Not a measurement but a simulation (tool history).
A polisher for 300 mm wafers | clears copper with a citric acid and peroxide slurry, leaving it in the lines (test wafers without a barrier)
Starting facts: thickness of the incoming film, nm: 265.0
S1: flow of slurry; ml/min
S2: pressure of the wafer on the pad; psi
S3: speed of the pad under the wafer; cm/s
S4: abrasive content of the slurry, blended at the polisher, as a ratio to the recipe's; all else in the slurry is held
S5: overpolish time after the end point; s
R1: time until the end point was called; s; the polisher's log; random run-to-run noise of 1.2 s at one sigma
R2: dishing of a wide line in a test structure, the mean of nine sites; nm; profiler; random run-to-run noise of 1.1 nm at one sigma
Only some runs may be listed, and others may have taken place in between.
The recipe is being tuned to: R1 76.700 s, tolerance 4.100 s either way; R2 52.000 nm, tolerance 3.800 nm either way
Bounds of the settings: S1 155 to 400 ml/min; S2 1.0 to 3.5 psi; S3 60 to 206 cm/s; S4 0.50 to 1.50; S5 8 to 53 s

Run 1, day 0.000: S1 255 ml/min, S2 2.2 psi, S3 132 cm/s, S4 1.00, S5 27 s. Result: R1 110.350 s, R2 34.204 nm.
Run 2, day 0.167: S1 255 ml/min, S2 2.4 psi, S3 132 cm/s, S4 1.00, S5 29 s. Result: R1 100.080 s, R2 38.616 nm.
Run 3, day 0.454: S1 255 ml/min, S2 2.7 psi, S3 132 cm/s, S4 1.00, S5 29 s. Result: R1 87.242 s, R2 43.203 nm.
Run 4, day 0.517: S1 255 ml/min, S2 2.7 psi, S3 132 cm/s, S4 1.20, S5 29 s. Result: R1 87.801 s, R2 41.232 nm.
Run 5, day 0.862: S1 255 ml/min, S2 2.7 psi, S3 132 cm/s, S4 1.00, S5 29 s. Result: R1 88.503 s, R2 39.595 nm.
Run 6, day 1.096: S1 255 ml/min, S2 2.7 psi, S3 132 cm/s, S4 1.00, S5 19 s. Result: R1 88.322 s, R2 32.036 nm.
Run 7, day 1.250: S1 255 ml/min, S2 2.8 psi, S3 132 cm/s, S4 1.00, S5 24 s. Result: R1 88.161 s, R2 38.819 nm.
Run 8, day 1.417: S1 255 ml/min, S2 2.9 psi, S3 132 cm/s, S4 1.00, S5 26 s. Result: R1 85.873 s, R2 40.826 nm.
Run 9, day 1.512: S1 255 ml/min, S2 3.0 psi, S3 132 cm/s, S4 1.00, S5 28 s. Result: R1 82.861 s, R2 43.208 nm.
Run 10, day 1.679: S1 255 ml/min, S2 3.1 psi, S3 132 cm/s, S4 1.00, S5 30 s. Result: R1 79.870 s, R2 43.371 nm.

5 candidate next runs follow, results not yet known. Just one meets every target within its allowed miss. Identify it.
Run A, day 1.846: S1 295 ml/min, S2 3.5 psi, S3 130 cm/s, S4 0.90, S5 22 s. Result: R1 ?, R2 ?.
Run B, day 1.846: S1 235 ml/min, S2 3.3 psi, S3 118 cm/s, S4 0.85, S5 24 s. Result: R1 ?, R2 ?.
Run C, day 1.846: S1 270 ml/min, S2 3.2 psi, S3 146 cm/s, S4 1.05, S5 50 s. Result: R1 ?, R2 ?.
Run D, day 1.846: S1 230 ml/min, S2 3.3 psi, S3 140 cm/s, S4 1.05, S5 35 s. Result: R1 ?, R2 ?.
Run E, day 1.846: S1 250 ml/min, S2 3.3 psi, S3 128 cm/s, S4 1.05, S5 40 s. Result: R1 ?, R2 ?.

move      R1      R2
   A  71.545  41.930
   B  84.679  39.914
   C  69.684  58.993
   D  71.207  52.496
   E  76.049  53.901
A: the biggest miss grows against the last run
B: the biggest miss grows against the last run
C: takes the result that was furthest off past its target
D: brings the result that was furthest off to its target, and leaves another outside
E: in spec on every target
So the answer is move E, the one that meets all the targets.
